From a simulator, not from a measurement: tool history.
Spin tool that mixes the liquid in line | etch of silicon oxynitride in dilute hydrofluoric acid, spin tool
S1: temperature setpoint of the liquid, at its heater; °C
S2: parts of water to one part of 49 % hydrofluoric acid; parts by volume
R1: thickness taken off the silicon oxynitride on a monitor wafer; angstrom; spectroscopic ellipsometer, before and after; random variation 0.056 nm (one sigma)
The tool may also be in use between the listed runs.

{"run": 1, "hour": 0.0, "S1": 23, "S2": 265, "time under the liquid (s)": 275, "R1": 40.09}
{"run": 2, "hour": 4.0, "S1": 24.5, "S2": 265, "time under the liquid (s)": 275, "R1": 42.245}
{"run": 3, "hour": 8.1, "S1": 24.5, "S2": 265, "time under the liquid (s)": 295, "R1": 45.267}
{"run": 4, "hour": 14.7, "S1": 26, "S2": 255, "time under the liquid (s)": 295, "R1": 50.447}
{"run": 5, "hour": 19.2, "S1": 26, "S2": 255, "time under the liquid (s)": 295, "R1": 50.392}
{"run": 6, "hour": 20.1, "S1": 26, "S2": 255, "time under the liquid (s)": 275, "R1": 47.457}

Run 7 comes next. What will it give?
{"run": 7, "hour": 22.1, "S1": 27.5, "S2": 250, "time under the liquid (s)": 275, "R1": "?"}

R1: 52.263 angstrom
